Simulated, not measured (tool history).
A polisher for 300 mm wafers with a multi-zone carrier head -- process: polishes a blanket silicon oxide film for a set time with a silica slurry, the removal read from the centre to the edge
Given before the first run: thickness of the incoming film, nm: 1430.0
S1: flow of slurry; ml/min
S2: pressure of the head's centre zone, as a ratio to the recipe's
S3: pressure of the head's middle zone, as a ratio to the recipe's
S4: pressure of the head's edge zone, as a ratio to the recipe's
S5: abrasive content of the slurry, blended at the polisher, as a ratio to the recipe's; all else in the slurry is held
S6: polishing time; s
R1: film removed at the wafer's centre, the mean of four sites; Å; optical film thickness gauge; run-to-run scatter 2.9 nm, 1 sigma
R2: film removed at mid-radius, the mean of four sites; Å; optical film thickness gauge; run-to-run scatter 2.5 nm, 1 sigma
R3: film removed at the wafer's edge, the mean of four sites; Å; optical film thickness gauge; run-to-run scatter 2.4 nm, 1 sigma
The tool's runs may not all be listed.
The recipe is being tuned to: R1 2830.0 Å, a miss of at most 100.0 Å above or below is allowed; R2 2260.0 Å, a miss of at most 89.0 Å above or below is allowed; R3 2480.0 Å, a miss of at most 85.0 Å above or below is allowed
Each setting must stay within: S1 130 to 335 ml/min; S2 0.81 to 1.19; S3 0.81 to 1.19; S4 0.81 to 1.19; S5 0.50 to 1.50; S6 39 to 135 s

Run 1, hour 0.0: S1 215 ml/min, S2 1.00, S3 1.00, S4 1.00, S5 1.00, S6 87 s. Result: R1 5211.8 Å, R2 5049.5 Å, R3 5204.1 Å.
Run 2, hour 2.5: S1 210 ml/min, S2 1.01, S3 0.97, S4 0.97, S5 0.90, S6 78 s. Result: R1 4440.7 Å, R2 4022.5 Å, R3 4310.1 Å.
Run 3, hour 10.0: S1 210 ml/min, S2 1.01, S3 0.96, S4 0.94, S5 0.80, S6 73 s. Result: R1 3801.3 Å, R2 3534.9 Å, R3 3677.2 Å.
Run 4, hour 15.2: S1 260 ml/min, S2 1.01, S3 0.96, S4 0.94, S5 0.80, S6 73 s. Result: R1 3965.6 Å, R2 3613.2 Å, R3 3738.8 Å.
Run 5, hour 19.3: S1 260 ml/min, S2 1.01, S3 0.96, S4 0.94, S5 0.80, S6 87 s. Result: R1 4731.1 Å, R2 4282.4 Å, R3 4487.8 Å.
Run 6, hour 22.7: S1 260 ml/min, S2 1.02, S3 0.94, S4 0.92, S5 0.75, S6 81 s. Result: R1 4219.0 Å, R2 3662.5 Å, R3 4028.7 Å.
Run 7, hour 27.3: S1 265 ml/min, S2 1.03, S3 0.94, S4 0.90, S5 0.70, S6 75 s. Result: R1 3803.3 Å, R2 3259.5 Å, R3 3423.4 Å.
Run 8, hour 34.8: S1 260 ml/min, S2 1.03, S3 0.92, S4 0.88, S5 0.65, S6 73 s. Result: R1 3411.4 Å, R2 2967.7 Å, R3 3143.4 Å.
Run 9, hour 39.5: S1 210 ml/min, S2 1.13, S3 0.83, S4 0.81, S5 0.50, S6 68 s. Result: R1 2589.7 Å, R2 1817.7 Å, R3 2098.2 Å.
Run 10, hour 42.1: S1 230 ml/min, S2 1.11, S3 0.84, S4 0.81, S5 0.50, S6 67 s. Result: R1 2508.2 Å, R2 1795.4 Å, R3 2115.3 Å.
Run 11, hour 46.1: S1 240 ml/min, S2 1.10, S3 0.86, S4 0.82, S5 0.50, S6 67 s. Result: R1 2500.5 Å, R2 1902.4 Å, R3 2061.7 Å.
Run 12, hour 51.3: S1 240 ml/min, S2 1.10, S3 0.87, S4 0.85, S5 0.50, S6 67 s. Result: R1 2502.2 Å, R2 1891.9 Å, R3 2154.2 Å.
Run 13, hour 59.0: S1 240 ml/min, S2 1.10, S3 0.87, S4 0.85, S5 0.50, S6 67 s. Result: R1 2534.0 Å, R2 1897.7 Å, R3 2085.0 Å.
Run 14, hour 66.8: S1 275 ml/min, S2 1.12, S3 0.97, S4 0.95, S5 0.70, S6 67 s. Result: R1 3676.2 Å, R2 2986.3 Å, R3 3130.8 Å.
Run 15, hour 68.0: S1 250 ml/min, S2 1.12, S3 0.96, S4 0.94, S5 0.70, S6 67 s. Result: R1 3674.6 Å, R2 2946.0 Å, R3 3092.2 Å.
Run 16, hour 69.6: S1 230 ml/min, S2 1.11, S3 0.94, S4 0.92, S5 0.70, S6 67 s. Result: R1 3530.7 Å, R2 2849.3 Å, R3 3036.9 Å.
Run 17, hour 74.6: S1 230 ml/min, S2 1.10, S3 0.92, S4 0.90, S5 0.70, S6 67 s. Result: R1 3589.4 Å, R2 2809.5 Å, R3 3074.7 Å.
Run 18, hour 79.6: S1 195 ml/min, S2 1.07, S3 0.92, S4 0.87, S5 0.50, S6 56 s. Result: R1 1976.6 Å, R2 1647.1 Å, R3 1699.0 Å.
Run 19, hour 83.2: S1 220 ml/min, S2 1.08, S3 0.93, S4 0.92, S5 0.50, S6 56 s. Result: R1 2002.8 Å, R2 1665.2 Å, R3 1751.5 Å.
Run 20, hour 86.6: S1 240 ml/min, S2 1.08, S3 0.93, S4 0.93, S5 0.55, S6 56 s. Result: R1 2325.9 Å, R2 1857.2 Å, R3 2027.7 Å.
Run 21, hour 94.6: S1 260 ml/min, S2 1.08, S3 0.94, S4 0.94, S5 0.55, S6 56 s. Result: R1 2312.3 Å, R2 1925.1 Å, R3 2043.9 Å.
Run 22, hour 102.2: S1 260 ml/min, S2 1.15, S3 0.95, S4 1.04, S5 0.80, S6 57 s. Result: R1 3554.4 Å, R2 2788.3 Å, R3 2985.8 Å.
Run 23, hour 106.4: S1 240 ml/min, S2 1.14, S3 0.94, S4 1.03, S5 0.80, S6 57 s. Result: R1 3483.5 Å, R2 2709.3 Å, R3 2922.0 Å.
Run 24, hour 113.5: S1 180 ml/min, S2 1.04, S3 0.85, S4 0.93, S5 0.65, S6 57 s. Result: R1 2585.3 Å, R2 2003.9 Å, R3 2393.3 Å.
Run 25, hour 120.7: S1 195 ml/min, S2 1.05, S3 0.86, S4 0.93, S5 0.65, S6 57 s. Result: R1 2567.6 Å, R2 2079.5 Å, R3 2382.2 Å.
Run 26, hour 128.6: S1 205 ml/min, S2 1.06, S3 0.87, S4 0.93, S5 0.65, S6 57 s. Result: R1 2706.9 Å, R2 2114.3 Å, R3 2387.7 Å.

Which of these 5 next moves meets every target?
Run A, hour 136.5: S1 175 ml/min, S2 1.15, S3 0.97, S4 0.82, S5 0.80, S6 48 s. Result: R1 ?, R2 ?, R3 ?.
Run B, hour 136.5: S1 210 ml/min, S2 1.09, S3 0.83, S4 0.92, S5 0.70, S6 55 s. Result: R1 ?, R2 ?, R3 ?.
Run C, hour 136.5: S1 170 ml/min, S2 1.12, S3 0.85, S4 0.97, S5 0.50, S6 80 s. Result: R1 ?, R2 ?, R3 ?.
Run D, hour 136.5: S1 200 ml/min, S2 1.04, S3 0.82, S4 0.86, S5 0.70, S6 52 s. Result: R1 ?, R2 ?, R3 ?.
Run E, hour 136.5: S1 210 ml/min, S2 1.13, S3 0.95, S4 1.04, S5 0.65, S6 57 s. Result: R1 ?, R2 ?, R3 ?.

move      R1      R2      R3
   A  2800.5  2276.8  2253.7
   B  2825.3  2125.5  2459.3
   C  2855.1  2139.3  2490.1
   D  2526.6  1975.6  2267.5
   E  2845.1  2305.5  2475.3
A: puts the biggest miss on target and leaves a different result outside tolerance
B: nearer the targets than the last run, but a result is still out of spec
C: nearer the targets than the last run, but a result is still out of spec
D: the biggest miss grows against the last run
E: all results land within tolerance of their targets
Move E is the one to make.
